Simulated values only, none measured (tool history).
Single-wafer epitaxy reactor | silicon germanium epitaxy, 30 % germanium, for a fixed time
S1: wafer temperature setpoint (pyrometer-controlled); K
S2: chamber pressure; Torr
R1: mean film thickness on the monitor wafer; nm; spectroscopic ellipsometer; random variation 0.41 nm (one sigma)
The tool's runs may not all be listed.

run  hour      S1    S2      R1
  1     0  883.15  26.1  74.762
  2   1.4  882.15  26.1  73.448
  3   9.3  882.15  29.4  78.774
  4  11.7  882.15  31.2  81.439
  5  20.6  880.15  31.2   79.01
  6  28.1  879.15  31.2  77.017

The next listed run, before its measurement:
  7  29.3  878.15  31.2   ?

Run 7 gave R1 75.715 nm.
